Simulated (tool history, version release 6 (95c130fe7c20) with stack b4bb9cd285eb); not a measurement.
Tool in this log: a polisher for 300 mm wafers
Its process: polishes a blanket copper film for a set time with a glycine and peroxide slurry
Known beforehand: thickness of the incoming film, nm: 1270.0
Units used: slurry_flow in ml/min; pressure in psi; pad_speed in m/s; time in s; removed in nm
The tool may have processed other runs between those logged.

Run 1, hour 0: slurry_flow 140 ml/min, pressure 3.5 psi, pad_speed 1.12 m/s, time 44 s. Result: removed 360.23 nm.
Run 2, hour 5.8: slurry_flow 140 ml/min, pressure 3.5 psi, pad_speed 1.12 m/s, time 40 s. Result: removed 326.59 nm.
Run 3, hour 8.7: slurry_flow 140 ml/min, pressure 3.5 psi, pad_speed 1.34 m/s, time 40 s. Result: removed 366.8 nm.
Run 4, hour 13.4: slurry_flow 140 ml/min, pressure 3.5 psi, pad_speed 1.1 m/s, time 40 s. Result: removed 319.47 nm.
Run 5, hour 18.6: slurry_flow 140 ml/min, pressure 2.8 psi, pad_speed 1.1 m/s, time 40 s. Result: removed 263.19 nm.
Run 6, hour 24.6: slurry_flow 135 ml/min, pressure 2.8 psi, pad_speed 1.1 m/s, time 40 s. Result: removed 262.04 nm.
Run 7, hour 27.3: slurry_flow 135 ml/min, pressure 2.8 psi, pad_speed 1.1 m/s, time 40 s. Result: removed 262.1 nm.
Run 8, hour 31.9: slurry_flow 130 ml/min, pressure 2.8 psi, pad_speed 1.1 m/s, time 40 s. Result: removed 261.36 nm.

Run 9, settings as shown, results not yet in. Your forecast:
Run 9, hour 33.5: slurry_flow 125 ml/min, pressure 2.8 psi, pad_speed 1.1 m/s, time 40 s. Result: removed ?.

For run 9 the tool returned removed 259 nm.

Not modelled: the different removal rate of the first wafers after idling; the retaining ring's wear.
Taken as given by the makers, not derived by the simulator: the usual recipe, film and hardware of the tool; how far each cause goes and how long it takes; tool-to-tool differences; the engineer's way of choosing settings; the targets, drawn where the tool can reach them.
